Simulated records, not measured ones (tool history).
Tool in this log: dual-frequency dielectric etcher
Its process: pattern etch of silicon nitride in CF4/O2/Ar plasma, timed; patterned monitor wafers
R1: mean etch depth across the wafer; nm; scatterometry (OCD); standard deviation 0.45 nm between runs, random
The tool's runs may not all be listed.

Run 1, hour 0: source power (W) 500, bias power (W) 48, Ar flow (sccm) 71, CF4 flow (sccm) 83, etch time (s) 74. Result: R1 146.54 nm.
Run 2, hour 2.9: source power (W) 480, bias power (W) 48, Ar flow (sccm) 71, CF4 flow (sccm) 83, etch time (s) 74. Result: R1 142.01 nm.
Run 3, hour 4.8: source power (W) 480, bias power (W) 48, Ar flow (sccm) 71, CF4 flow (sccm) 83, etch time (s) 68.5. Result: R1 131.09 nm.
Run 4, hour 9: source power (W) 470, bias power (W) 48, Ar flow (sccm) 71, CF4 flow (sccm) 83, etch time (s) 68.5. Result: R1 129.43 nm.
Run 5, hour 17.6: source power (W) 460, bias power (W) 48, Ar flow (sccm) 71, CF4 flow (sccm) 83, etch time (s) 68.5. Result: R1 127.06 nm.
Run 6, hour 25: source power (W) 460, bias power (W) 48, Ar flow (sccm) 84, CF4 flow (sccm) 83, etch time (s) 68.5. Result: R1 124.65 nm.
Run 7, hour 27.9: source power (W) 460, bias power (W) 48, Ar flow (sccm) 84, CF4 flow (sccm) 83, etch time (s) 68.5. Result: R1 124.3 nm.
Run 8, hour 31.7: source power (W) 450, bias power (W) 48, Ar flow (sccm) 84, CF4 flow (sccm) 83, etch time (s) 68.5. Result: R1 122.72 nm.
Run 9, hour 38.3: source power (W) 440, bias power (W) 48, Ar flow (sccm) 84, CF4 flow (sccm) 83, etch time (s) 68.5. Result: R1 120.52 nm.
Run 10, hour 46.8: source power (W) 430, bias power (W) 48, Ar flow (sccm) 84, CF4 flow (sccm) 83, etch time (s) 68.5. Result: R1 118.49 nm.
Run 11, hour 49.6: source power (W) 420, bias power (W) 48, Ar flow (sccm) 84, CF4 flow (sccm) 83, etch time (s) 68.5. Result: R1 117.55 nm.
Run 12, hour 56.1: source power (W) 410, bias power (W) 48, Ar flow (sccm) 84, CF4 flow (sccm) 83, etch time (s) 68.5. Result: R1 115 nm.
Run 13, hour 58.2: source power (W) 400, bias power (W) 48, Ar flow (sccm) 84, CF4 flow (sccm) 83, etch time (s) 68.5. Result: R1 112.78 nm.
Run 14, hour 65: source power (W) 380, bias power (W) 48, Ar flow (sccm) 84, CF4 flow (sccm) 83, etch time (s) 68.5. Result: R1 108.87 nm.

Run 15 comes next. What will it give?
Run 15, hour 68.8: source power (W) 370, bias power (W) 48, Ar flow (sccm) 84, CF4 flow (sccm) 83, etch time (s) 68.5. Result: R1 ?.

Run 15 yielded R1 107.34 nm.
